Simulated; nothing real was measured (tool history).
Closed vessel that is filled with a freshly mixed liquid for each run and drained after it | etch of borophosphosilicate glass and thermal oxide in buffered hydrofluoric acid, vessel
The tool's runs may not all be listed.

run,hour,temperature setpoint of the liquid (K),parts of 40 % ammonium fluoride to one part of 49 % hydrofluoric acid (parts by volume),time in the liquid (s),thickness taken off the borophosphosilicate glass on a monitor wafer (angstrom),thickness taken off the thermal oxide on a monitor wafer (angstrom)
1,0.0,294.15,21.0,60,596.14,276.72
2,3.1,294.15,18.5,60,662.05,306.17
3,8.1,295.15,17.0,65,825.49,381.34
4,11.3,295.15,17.0,80,1016.50,471.00
5,15.3,295.15,17.0,100,1261.50,583.80
6,20.3,296.15,16.0,100,1417.30,667.22
7,24.2,297.15,15.0,100,1593.20,743.72

Forecast run 8:
8,26.0,301.15,9.0,100,?,?

Run 8 gave thickness taken off the borophosphosilicate glass on a monitor wafer (angstrom) 3141.80, thickness taken off the thermal oxide on a monitor wafer (angstrom) 1462.80.

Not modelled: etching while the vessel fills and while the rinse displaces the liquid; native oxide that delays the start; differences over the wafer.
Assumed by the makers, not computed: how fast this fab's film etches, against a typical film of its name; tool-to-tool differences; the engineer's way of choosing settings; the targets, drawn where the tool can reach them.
